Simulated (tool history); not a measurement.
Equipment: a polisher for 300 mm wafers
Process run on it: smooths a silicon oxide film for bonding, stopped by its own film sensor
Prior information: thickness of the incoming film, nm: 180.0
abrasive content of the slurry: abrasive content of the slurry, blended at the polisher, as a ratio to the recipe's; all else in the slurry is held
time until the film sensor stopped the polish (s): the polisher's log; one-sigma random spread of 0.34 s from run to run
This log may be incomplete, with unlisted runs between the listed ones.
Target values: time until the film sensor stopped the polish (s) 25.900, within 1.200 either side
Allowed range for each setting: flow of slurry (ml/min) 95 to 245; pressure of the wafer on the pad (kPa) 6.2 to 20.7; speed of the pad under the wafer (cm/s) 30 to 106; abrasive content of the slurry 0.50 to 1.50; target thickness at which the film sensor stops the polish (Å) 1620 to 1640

run,hour,flow of slurry (ml/min),pressure of the wafer on the pad (kPa),speed of the pad under the wafer (cm/s),abrasive content of the slurry,target thickness at which the film sensor stops the polish (Å),time until the film sensor stopped the polish (s)
1,0.0,155,13.1,68,1.00,1620,31.441
2,4.2,160,14.5,68,1.00,1620,27.898
3,12.1,160,14.5,60,1.00,1620,30.322
4,16.4,160,12.4,60,1.00,1620,35.664
5,19.0,160,12.4,60,1.00,1640,31.580
6,25.0,160,12.4,60,0.85,1640,33.919
7,26.1,160,12.4,60,0.85,1640,34.916
8,31.7,160,13.1,60,0.85,1640,32.361
9,37.8,160,13.8,60,0.85,1640,30.767
10,40.4,165,15.2,60,0.85,1640,28.348

Next run, 5 choices. One meets every target within its allowed miss, the rest don't. Which?
A,43.0,245,17.9,42,0.90,1640,?
B,43.0,165,13.8,56,0.95,1640,?
C,43.0,150,16.5,66,0.60,1640,?
D,43.0,195,14.5,60,0.85,1640,?
E,43.0,95,15.9,64,0.85,1640,?

move,time until the film sensor stopped the polish (s)
A,25.181
B,29.150
C,31.953
D,28.030
E,29.072
A: meets every target
B: moves away from the targets compared with the last run
C: moves away from the targets compared with the last run
D: moves toward the targets from the last run without getting all of them in spec
E: moves away from the targets compared with the last run
A meets every target.
